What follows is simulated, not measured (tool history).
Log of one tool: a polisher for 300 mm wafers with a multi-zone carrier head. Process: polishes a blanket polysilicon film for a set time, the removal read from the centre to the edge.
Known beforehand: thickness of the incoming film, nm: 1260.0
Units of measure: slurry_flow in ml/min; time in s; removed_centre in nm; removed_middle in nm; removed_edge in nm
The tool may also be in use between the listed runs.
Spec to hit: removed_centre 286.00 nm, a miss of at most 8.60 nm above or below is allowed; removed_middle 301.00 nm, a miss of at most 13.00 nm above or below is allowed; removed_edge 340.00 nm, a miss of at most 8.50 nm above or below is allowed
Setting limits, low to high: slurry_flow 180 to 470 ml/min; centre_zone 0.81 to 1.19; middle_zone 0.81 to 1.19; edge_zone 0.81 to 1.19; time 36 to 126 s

run,hour,slurry_flow,centre_zone,middle_zone,edge_zone,time,removed_centre,removed_middle,removed_edge
1,0.0,300,1.00,1.00,1.00,81,448.52,433.84,462.90
2,0.7,300,1.00,1.00,1.00,64,349.74,344.28,356.82
3,3.3,300,1.00,1.00,0.93,64,354.14,345.84,352.08
4,5.2,300,1.00,1.00,0.84,64,351.83,346.34,336.22
5,6.0,300,0.92,1.00,0.84,64,331.86,346.08,334.02
6,8.9,300,0.92,1.00,0.84,51,263.91,279.49,267.90
7,14.1,300,0.92,1.00,0.91,53,273.18,279.39,284.71
8,18.9,300,0.92,1.00,0.91,53,271.47,287.91,288.57
9,22.3,305,0.92,1.00,0.96,54,282.90,291.21,299.76
10,24.9,310,0.91,1.00,1.01,55,281.15,294.33,314.10
11,25.5,320,0.91,1.00,1.03,55,284.05,298.01,321.47
12,30.8,330,0.91,1.00,1.04,55,291.26,300.87,317.25
13,38.7,320,0.91,1.00,1.06,55,282.10,294.07,321.53
14,40.2,325,0.91,1.00,1.08,55,286.95,302.77,324.83
15,43.9,320,0.91,1.00,1.10,55,286.07,290.95,328.95

Consider the 4 candidate settings below. Which is the only one whose results all fall within their allowed miss of target?
A,47.6,330,0.92,1.02,1.09,53,?,?,?
B,47.6,295,0.94,1.03,0.94,56,?,?,?
C,47.6,355,0.89,0.98,1.14,56,?,?,?
D,47.6,375,0.90,0.96,1.07,53,?,?,?

move,removed_centre,removed_middle,removed_edge
A,274.93,298.88,316.57
B,291.46,315.09,309.90
C,285.94,307.68,343.63
D,273.92,287.69,316.55
A: the biggest miss grows against the last run
B: the biggest miss grows against the last run
C: hits every target within its allowed miss
D: the biggest miss grows against the last run
Go with C: it meets all targets.
